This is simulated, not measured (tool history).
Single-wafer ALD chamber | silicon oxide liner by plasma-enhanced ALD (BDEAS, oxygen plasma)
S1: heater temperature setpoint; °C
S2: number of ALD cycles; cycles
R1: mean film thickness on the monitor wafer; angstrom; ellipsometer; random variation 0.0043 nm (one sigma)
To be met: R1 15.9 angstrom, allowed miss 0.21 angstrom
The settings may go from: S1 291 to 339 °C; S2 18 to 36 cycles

{"run": 1, "day": 0.0, "S1": 315, "S2": 27, "R1": 21.642}
{"run": 2, "day": 0.333, "S1": 321, "S2": 27, "R1": 21.548}
{"run": 3, "day": 0.517, "S1": 321, "S2": 25, "R1": 19.989}
{"run": 4, "day": 0.821, "S1": 314, "S2": 25, "R1": 20.272}
{"run": 5, "day": 1.033, "S1": 314, "S2": 28, "R1": 22.58}
{"run": 6, "day": 1.096, "S1": 315, "S2": 27, "R1": 21.749}
{"run": 7, "day": 1.279, "S1": 316, "S2": 26, "R1": 21.003}
{"run": 8, "day": 1.429, "S1": 318, "S2": 25, "R1": 20.061}
{"run": 9, "day": 1.496, "S1": 319, "S2": 24, "R1": 19.142}
{"run": 10, "day": 1.867, "S1": 320, "S2": 23, "R1": 18.37}
{"day": 2.204, "done": "thermocouple changed; heater temperature recalibrated"}
{"run": 11, "day": 2.204, "S1": 321, "S2": 23, "R1": 18.315}
{"run": 12, "day": 2.358, "S1": 322, "S2": 23, "R1": 18.349}
{"run": 13, "day": 2.604, "S1": 325, "S2": 19, "R1": 14.986}
{"run": 14, "day": 2.896, "S1": 325, "S2": 19, "R1": 14.977}
{"run": 15, "day": 3.158, "S1": 317, "S2": 21, "R1": 16.823}
{"run": 16, "day": 3.267, "S1": 329, "S2": 21, "R1": 16.586}

Which of these 4 next moves meets every target?
{"run": "A", "day": 3.375, "S1": 322, "S2": 22, "R1": "?"}
{"run": "B", "day": 3.375, "S1": 325, "S2": 23, "R1": "?"}
{"run": "C", "day": 3.375, "S1": 331, "S2": 22, "R1": "?"}
{"run": "D", "day": 3.375, "S1": 325, "S2": 20, "R1": "?"}

move=A R1=17.388
move=B R1=18.106
move=C R1=17.181
move=D R1=15.745
A: further off than the last run
B: further off than the last run
C: further off than the last run
D: meets every target
Answer: D

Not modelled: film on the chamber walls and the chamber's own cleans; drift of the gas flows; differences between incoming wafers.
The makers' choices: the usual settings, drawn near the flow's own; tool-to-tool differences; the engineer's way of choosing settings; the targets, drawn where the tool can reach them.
